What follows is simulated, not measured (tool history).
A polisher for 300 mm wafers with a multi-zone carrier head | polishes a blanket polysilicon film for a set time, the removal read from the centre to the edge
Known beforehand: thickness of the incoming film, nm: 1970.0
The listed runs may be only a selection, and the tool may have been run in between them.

run	hour	flow of slurry (ml/min)	pressure of the head's centre zone	pressure of the head's middle zone	pressure of the head's edge zone	polishing time (s)	film removed at the wafer's centre (Å)	film removed at mid-radius (Å)	film removed at the wafer's edge (Å)
1	0.0	295	1.00	1.00	1.00	73	3490.8	3480.4	3414.2
2	4.8	295	1.06	1.00	1.00	73	3668.8	3426.5	3451.8
3	12.4	295	1.06	1.00	1.00	55	2797.6	2602.5	2577.8
4	16.5	225	1.06	1.00	1.00	55	2728.3	2514.2	2524.8
5	23.1	175	1.06	1.00	1.00	55	2651.9	2487.3	2490.0
6	29.9	175	1.06	0.95	1.00	55	2603.9	2421.7	2444.4

The next listed run, before its measurement:
7	38.7	175	1.06	0.95	1.00	55	?	?	?

{"run 7": {"film removed at the wafer's centre (Å)": 2644.3, "film removed at mid-radius (Å)": 2404.8, "film removed at the wafer's edge (Å)": 2513.7}}
